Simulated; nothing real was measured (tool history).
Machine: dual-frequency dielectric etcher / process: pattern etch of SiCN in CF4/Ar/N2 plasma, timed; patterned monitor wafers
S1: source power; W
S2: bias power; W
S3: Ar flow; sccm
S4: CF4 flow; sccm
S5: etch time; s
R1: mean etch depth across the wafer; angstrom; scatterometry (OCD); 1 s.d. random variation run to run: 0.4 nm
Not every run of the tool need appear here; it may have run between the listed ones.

run	hour	S1	S2	S3	S4	S5	R1
1	0	590	98	84	59	75	1022
2	8.1	590	98	84	55	75	1013.7
3	15.2	540	97	84	55	75	936.18
4	22.3	510	97	84	55	75	885.7
5	23.7	510	97	77	55	75	891.45
6	28.4	490	97	77	55	75	859.46
7	34.2	480	97	77	55	75	839.47

Forecast run 8:
8	40.4	470	97	77	55	75	?

{"run 8": {"R1": 827.55}}

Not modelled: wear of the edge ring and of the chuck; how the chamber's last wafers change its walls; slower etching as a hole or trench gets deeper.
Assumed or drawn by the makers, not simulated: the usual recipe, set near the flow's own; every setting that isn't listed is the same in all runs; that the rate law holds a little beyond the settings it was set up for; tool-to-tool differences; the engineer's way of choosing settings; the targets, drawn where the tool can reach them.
